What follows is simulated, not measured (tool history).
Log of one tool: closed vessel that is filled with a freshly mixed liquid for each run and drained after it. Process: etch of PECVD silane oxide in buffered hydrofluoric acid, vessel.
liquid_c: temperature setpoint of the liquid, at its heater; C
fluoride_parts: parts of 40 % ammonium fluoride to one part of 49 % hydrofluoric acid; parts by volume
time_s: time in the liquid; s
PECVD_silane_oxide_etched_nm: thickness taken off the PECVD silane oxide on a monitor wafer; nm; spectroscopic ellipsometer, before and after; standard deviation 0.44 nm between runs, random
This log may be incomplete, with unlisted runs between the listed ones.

run 1 hour=0 | liquid_c=23 fluoride_parts=17 time_s=95 | PECVD_silane_oxide_etched_nm=100.78
run 2 hour=3.1 | liquid_c=23.5 fluoride_parts=17 time_s=95 | PECVD_silane_oxide_etched_nm=103.66
run 3 hour=9 | liquid_c=23.5 fluoride_parts=17 time_s=105 | PECVD_silane_oxide_etched_nm=115.33
run 4 hour=12.5 | liquid_c=25 fluoride_parts=17 time_s=105 | PECVD_silane_oxide_etched_nm=124.24
run 5 hour=13.8 | liquid_c=26.5 fluoride_parts=17 time_s=105 | PECVD_silane_oxide_etched_nm=134.73
run 6 hour=16.7 | liquid_c=28.5 fluoride_parts=17 time_s=105 | PECVD_silane_oxide_etched_nm=150.22

Expected results for the next run?
run 7 hour=17.7 | liquid_c=26.5 fluoride_parts=17 time_s=105 | PECVD_silane_oxide_etched_nm=?

For run 7 the tool returned PECVD_silane_oxide_etched_nm 135.23 nm.
